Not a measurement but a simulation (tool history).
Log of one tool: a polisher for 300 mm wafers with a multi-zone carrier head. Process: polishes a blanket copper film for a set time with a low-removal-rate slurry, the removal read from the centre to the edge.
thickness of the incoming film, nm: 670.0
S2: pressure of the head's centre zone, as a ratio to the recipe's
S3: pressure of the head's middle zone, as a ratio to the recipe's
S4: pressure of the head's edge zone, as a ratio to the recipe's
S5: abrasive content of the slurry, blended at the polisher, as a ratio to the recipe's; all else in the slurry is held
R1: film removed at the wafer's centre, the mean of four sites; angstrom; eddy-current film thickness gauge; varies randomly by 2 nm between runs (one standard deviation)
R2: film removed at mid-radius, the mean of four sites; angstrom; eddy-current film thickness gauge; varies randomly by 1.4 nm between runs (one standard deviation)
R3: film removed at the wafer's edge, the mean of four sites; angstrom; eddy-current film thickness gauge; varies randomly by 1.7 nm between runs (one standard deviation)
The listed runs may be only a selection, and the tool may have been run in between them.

{"run": 1, "day": 0.0, "flow of slurry (ml/min)": 130, "S2": 1.0, "S3": 1.0, "S4": 1.0, "S5": 1.0, "polishing time (s)": 53, "R1": 1881.4, "R2": 2145.3, "R3": 2083.1}
{"run": 2, "day": 0.042, "flow of slurry (ml/min)": 125, "S2": 1.0, "S3": 0.98, "S4": 0.96, "S5": 0.85, "polishing time (s)": 49, "R1": 1654.2, "R2": 1819.0, "R3": 1759.1}
{"run": 3, "day": 0.108, "flow of slurry (ml/min)": 125, "S2": 1.0, "S3": 0.98, "S4": 0.96, "S5": 0.65, "polishing time (s)": 49, "R1": 1530.1, "R2": 1651.0, "R3": 1604.6}
{"run": 4, "day": 0.25, "flow of slurry (ml/min)": 125, "S2": 1.0, "S3": 0.98, "S4": 0.88, "S5": 0.65, "polishing time (s)": 49, "R1": 1542.9, "R2": 1650.5, "R3": 1538.3}
{"run": 5, "day": 0.354, "flow of slurry (ml/min)": 115, "S2": 0.98, "S3": 0.96, "S4": 0.87, "S5": 0.6, "polishing time (s)": 49, "R1": 1441.9, "R2": 1579.5, "R3": 1440.3}
{"day": 0.396, "done": "centre zone pressure recalibrated"}
{"run": 6, "day": 0.396, "flow of slurry (ml/min)": 85, "S2": 0.98, "S3": 0.96, "S4": 0.87, "S5": 0.6, "polishing time (s)": 49, "R1": 1486.0, "R2": 1492.9, "R3": 1434.0}
{"run": 7, "day": 0.579, "flow of slurry (ml/min)": 90, "S2": 0.9, "S3": 0.93, "S4": 0.86, "S5": 0.5, "polishing time (s)": 48, "R1": 1285.1, "R2": 1322.1, "R3": 1304.7}

Estimate the outcome of run 8 from the log above:
{"run": 8, "day": 0.825, "flow of slurry (ml/min)": 90, "S2": 0.9, "S3": 0.93, "S4": 0.86, "S5": 0.5, "polishing time (s)": 48, "R1": "?", "R2": "?", "R3": "?"}

R1: 1208.5 angstrom
R2: 1336.8 angstrom
R3: 1272.4 angstrom

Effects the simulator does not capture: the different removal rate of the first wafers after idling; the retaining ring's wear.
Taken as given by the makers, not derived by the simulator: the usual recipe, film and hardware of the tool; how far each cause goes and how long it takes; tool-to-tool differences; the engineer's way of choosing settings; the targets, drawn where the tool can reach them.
